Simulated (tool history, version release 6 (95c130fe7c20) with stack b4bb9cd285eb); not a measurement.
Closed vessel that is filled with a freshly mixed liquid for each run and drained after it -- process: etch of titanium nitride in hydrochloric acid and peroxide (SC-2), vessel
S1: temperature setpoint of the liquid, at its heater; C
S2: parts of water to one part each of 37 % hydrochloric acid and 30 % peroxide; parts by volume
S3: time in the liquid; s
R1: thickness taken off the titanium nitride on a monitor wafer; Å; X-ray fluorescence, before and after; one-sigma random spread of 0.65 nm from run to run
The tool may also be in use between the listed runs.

run  hour    S1    S2    S3      R1
  1   0.0  57.0  11.0  1135  357.12
  2   6.5  59.0  11.0  1135  405.42
  3  14.2  60.5  11.0  1135  444.39
  4  20.9  60.5   7.5  1135  596.49
  5  23.8  61.0   7.5  1135  640.04
  6  31.5  65.0   7.5  1135  800.65
  7  36.7  64.5   7.5  1135  782.01

Run 8 is up next; what results do you expect?
  8  43.6  61.0  7.5  1135   ?

R1: 632.92 Å
